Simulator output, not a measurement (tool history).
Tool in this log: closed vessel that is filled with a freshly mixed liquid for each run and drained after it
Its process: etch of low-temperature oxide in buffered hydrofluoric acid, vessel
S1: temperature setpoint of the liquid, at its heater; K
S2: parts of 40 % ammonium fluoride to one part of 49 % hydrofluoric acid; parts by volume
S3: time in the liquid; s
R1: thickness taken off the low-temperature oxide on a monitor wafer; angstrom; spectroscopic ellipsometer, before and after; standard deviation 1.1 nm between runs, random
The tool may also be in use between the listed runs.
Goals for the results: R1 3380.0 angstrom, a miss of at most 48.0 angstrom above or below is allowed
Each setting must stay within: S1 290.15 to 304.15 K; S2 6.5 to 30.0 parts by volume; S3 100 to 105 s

| run | hour | S1 | S2 | S3 | R1 |
|---|---|---|---|---|---|
| 1 | 0.0 | 296.15 | 19.5 | 100 | 1969.0 |
| 2 | 3.2 | 299.15 | 19.5 | 100 | 2310.1 |
| 3 | 8.7 | 299.15 | 22.0 | 100 | 2116.9 |
| 4 | 12.4 | 300.15 | 21.0 | 100 | 2300.0 |
| 5 | 19.3 | 298.15 | 21.0 | 100 | 2058.6 |
| 6 | 23.2 | 298.15 | 18.5 | 100 | 2305.3 |
| 7 | 25.1 | 299.65 | 18.0 | 100 | 2571.7 |
| 8 | 28.4 | 300.65 | 18.0 | 100 | 2699.5 |
| 9 | 32.7 | 300.65 | 18.0 | 100 | 2711.4 |
| 10 | 35.1 | 301.15 | 18.0 | 100 | 2778.5 |
| 11 | 41.9 | 301.15 | 18.0 | 100 | 2770.9 |
| 12 | 44.1 | 301.65 | 18.0 | 100 | 2865.3 |
| 13 | 47.4 | 302.15 | 18.0 | 100 | 2946.0 |
| 14 | 56.1 | 302.15 | 18.0 | 100 | 2938.8 |

Consider the 4 candidate settings below. Which is the only one whose results all fall within their allowed miss of target?
| A | 64.8 | 302.15 | 20.5 | 100 | ? |
| B | 64.8 | 302.15 | 15.5 | 100 | ? |
| C | 64.8 | 302.65 | 15.0 | 100 | ? |
| D | 64.8 | 301.15 | 17.5 | 105 | ? |

| move | R1 |
|---|---|
| A | 2615.4 |
| B | 3417.0 |
| C | 3623.1 |
| D | 3019.9 |
A: its largest miss is bigger than the last run's
B: meets every target
C: pushes the last run's worst result past its target
D: moves toward the targets from the last run without getting all of them in spec
The right move is B.

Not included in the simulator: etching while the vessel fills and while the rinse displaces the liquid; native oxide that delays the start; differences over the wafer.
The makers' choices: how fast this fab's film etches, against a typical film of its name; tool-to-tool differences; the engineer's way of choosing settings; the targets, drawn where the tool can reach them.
